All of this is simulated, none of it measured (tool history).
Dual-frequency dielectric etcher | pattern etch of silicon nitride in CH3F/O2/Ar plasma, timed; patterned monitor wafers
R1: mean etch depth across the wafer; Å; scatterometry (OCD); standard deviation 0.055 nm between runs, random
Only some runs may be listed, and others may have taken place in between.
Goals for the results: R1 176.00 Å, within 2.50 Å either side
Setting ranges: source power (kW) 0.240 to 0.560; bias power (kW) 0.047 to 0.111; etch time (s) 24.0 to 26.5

run 1 day=0.000 | source_power_(kW)=0.400 bias_power_(kW)=0.079 etch_time_(s)=26.5 | R1=198.63
run 2 day=0.142 | source_power_(kW)=0.400 bias_power_(kW)=0.089 etch_time_(s)=26.5 | R1=207.65
run 3 day=0.479 | source_power_(kW)=0.400 bias_power_(kW)=0.089 etch_time_(s)=24.0 | R1=188.48
run 4 day=0.608 | source_power_(kW)=0.400 bias_power_(kW)=0.089 etch_time_(s)=24.0 | R1=188.52
run 5 day=0.738 | source_power_(kW)=0.390 bias_power_(kW)=0.089 etch_time_(s)=24.0 | R1=186.95
run 6 day=0.888 | source_power_(kW)=0.380 bias_power_(kW)=0.089 etch_time_(s)=24.0 | R1=184.72
run 7 day=1.100 | source_power_(kW)=0.360 bias_power_(kW)=0.089 etch_time_(s)=24.0 | R1=181.00
run 8 day=1.188 | source_power_(kW)=0.350 bias_power_(kW)=0.089 etch_time_(s)=24.0 | R1=180.91

Exactly one of the 5 candidate moves below puts every result within its allowed miss. Which one?
run A day=1.275 | source_power_(kW)=0.320 bias_power_(kW)=0.084 etch_time_(s)=25.5 | R1=?
run B day=1.275 | source_power_(kW)=0.260 bias_power_(kW)=0.098 etch_time_(s)=24.0 | R1=?
run C day=1.275 | source_power_(kW)=0.300 bias_power_(kW)=0.086 etch_time_(s)=26.0 | R1=?
run D day=1.275 | source_power_(kW)=0.330 bias_power_(kW)=0.093 etch_time_(s)=24.0 | R1=?
run E day=1.275 | source_power_(kW)=0.240 bias_power_(kW)=0.099 etch_time_(s)=25.0 | R1=?

move=A R1=183.10
move=B R1=171.48
move=C R1=184.65
move=D R1=180.49
move=E R1=175.26
A: its largest miss is bigger than the last run's
B: carries the result that was furthest off beyond its target, to the other side
C: its largest miss is bigger than the last run's
D: closer than the last run, but not yet in spec
E: all results land within tolerance of their targets
Correct choice: E, which meets every target
